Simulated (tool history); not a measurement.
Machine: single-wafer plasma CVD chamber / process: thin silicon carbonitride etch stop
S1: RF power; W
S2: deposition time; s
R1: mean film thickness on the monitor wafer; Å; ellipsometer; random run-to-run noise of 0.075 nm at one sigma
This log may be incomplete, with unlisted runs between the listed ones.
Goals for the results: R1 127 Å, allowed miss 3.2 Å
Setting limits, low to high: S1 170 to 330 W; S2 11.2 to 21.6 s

run	hour	S1	S2	R1
1	0	250	16.4	107.65
2	7.9	270	16.4	109.34
3	13.3	275	16.8	113.01
4	19.7	310	16.8	118.41
5	26.5	285	16.8	114.66
6	28.4	290	17	116.72
7	34.3	295	17.2	119.89
8	37.4	300	17.3	119.72
9	43.7	305	17.4	121.17
# hour 47.4: thermocouple changed; heater temperature recalibrated
10	47.4	305	17.5	122.95

Below are 5 possible settings for the next run. Only one of them brings all results inside the allowed miss of their targets. Which is it?
A	51.1	295	17.4	?
B	51.1	305	19.1	?
C	51.1	280	17.5	?
D	51.1	270	20.2	?
E	51.1	305	18	?

move	R1
A	120.36
B	133.65
C	118.86
D	135.45
E	125.96
A: moves away from the targets compared with the last run
B: the result that was furthest off in the last run now lies on the other side of its target
C: moves away from the targets compared with the last run
D: the result that was furthest off in the last run now lies on the other side of its target
E: hits every target within its allowed miss
Answer: E
